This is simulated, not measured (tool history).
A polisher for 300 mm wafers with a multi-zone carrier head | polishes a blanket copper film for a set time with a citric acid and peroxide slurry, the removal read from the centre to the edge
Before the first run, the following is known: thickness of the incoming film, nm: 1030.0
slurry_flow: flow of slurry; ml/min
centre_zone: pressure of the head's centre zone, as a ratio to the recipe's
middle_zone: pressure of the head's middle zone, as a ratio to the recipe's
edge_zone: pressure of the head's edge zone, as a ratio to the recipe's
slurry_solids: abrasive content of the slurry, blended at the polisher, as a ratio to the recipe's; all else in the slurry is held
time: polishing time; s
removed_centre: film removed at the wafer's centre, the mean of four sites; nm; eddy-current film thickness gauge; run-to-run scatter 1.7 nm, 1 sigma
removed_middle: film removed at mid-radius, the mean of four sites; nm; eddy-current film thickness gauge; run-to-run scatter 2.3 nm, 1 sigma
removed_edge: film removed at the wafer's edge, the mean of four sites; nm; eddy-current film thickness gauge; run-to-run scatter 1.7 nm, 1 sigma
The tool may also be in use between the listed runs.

| run | day | slurry_flow | centre_zone | middle_zone | edge_zone | slurry_solids | time | removed_centre | removed_middle | removed_edge |
|---|---|---|---|---|---|---|---|---|---|---|
| 1 | 0.000 | 245 | 1.00 | 1.00 | 1.00 | 1.00 | 63 | 232.09 | 236.74 | 220.31 |
| 2 | 0.138 | 245 | 1.00 | 0.92 | 1.00 | 1.00 | 63 | 231.87 | 215.19 | 226.94 |
| 3 | 0.500 | 245 | 1.02 | 0.92 | 0.97 | 0.90 | 61 | 225.57 | 206.24 | 208.71 |
| 4 | 0.796 | 240 | 1.02 | 0.90 | 0.94 | 0.80 | 60 | 209.35 | 193.29 | 193.04 |
| 5 | 1.075 | 240 | 1.02 | 0.90 | 0.91 | 0.80 | 60 | 213.75 | 190.95 | 191.83 |
| 6 | 1.388 | 240 | 1.09 | 0.90 | 0.91 | 0.80 | 60 | 229.52 | 191.71 | 190.24 |
| 7 | 1.733 | 235 | 1.08 | 0.89 | 0.89 | 0.75 | 60 | 222.16 | 187.24 | 187.14 |

For run 8, what comes out?
| 8 | 1.983 | 235 | 1.08 | 0.88 | 0.88 | 0.70 | 60 | ? | ? | ? |

{"run 8": {"removed_centre": 213.6, "removed_middle": 182.31, "removed_edge": 183.03}}
